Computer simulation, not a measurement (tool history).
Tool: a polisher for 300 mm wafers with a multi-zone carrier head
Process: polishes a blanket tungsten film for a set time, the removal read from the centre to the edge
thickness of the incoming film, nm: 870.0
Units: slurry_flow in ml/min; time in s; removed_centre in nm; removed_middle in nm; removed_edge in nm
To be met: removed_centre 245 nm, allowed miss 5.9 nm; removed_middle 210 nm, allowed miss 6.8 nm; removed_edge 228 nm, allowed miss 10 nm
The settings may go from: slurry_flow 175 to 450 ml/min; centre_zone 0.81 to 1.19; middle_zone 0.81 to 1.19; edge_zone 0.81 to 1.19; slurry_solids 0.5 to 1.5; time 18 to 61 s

run  hour  slurry_flow  centre_zone  middle_zone  edge_zone  slurry_solids  time  removed_centre  removed_middle  removed_edge
  1     0          290            1            1          1              1    39          168.06           169.9        169.44
  2   7.7          300         1.04            1       1.04           1.15    40          188.18          182.95        182.63
  3  13.8          300         1.06         0.99       1.07           1.25    41          201.14          188.45        199.66
  4  14.8          300         1.06         0.99       1.07            1.1    41          192.89          182.73         193.1
  5    18          300         1.06         0.99       1.07              1    41          188.32           175.9        185.78
  6  26.1          300         1.06         0.99       1.12              1    41          186.47          174.49        188.53
  7  28.8          310         1.09            1       1.13            1.1    41          200.84          186.69        201.19
  8    30          330         1.12            1       1.13           1.15    41          210.42           190.6        206.16
  9  31.9          340         1.14            1       1.13            1.2    41          216.33          190.14        207.19
 10  40.7          345         1.15         1.01       1.13           1.25    41          220.06          198.93         206.3

Which of these 5 next moves meets every target?
  A  49.5          330         1.19         1.18       0.98            1.2    39               ?               ?             ?
  B  49.5          340         1.17            1       1.14           1.25    44               ?               ?             ?
  C  49.5          385         1.19         1.07          1           1.15    42               ?               ?             ?
  D  49.5          290         1.06         1.09       1.14            1.5    36               ?               ?             ?
  E  49.5          380         1.05         1.01       1.18            1.2    44               ?               ?             ?

move  removed_centre  removed_middle  removed_edge
   A          215.01           207.3           184
   B          242.23          210.83        227.79
   C           231.5          207.62        199.54
   D          187.17          191.73        195.16
   E          216.58           211.6        230.45
A: further off than the last run
B: meets every target
C: nearer than the last run, and not there yet
D: further off than the last run
E: further off than the last run
The right move is B.
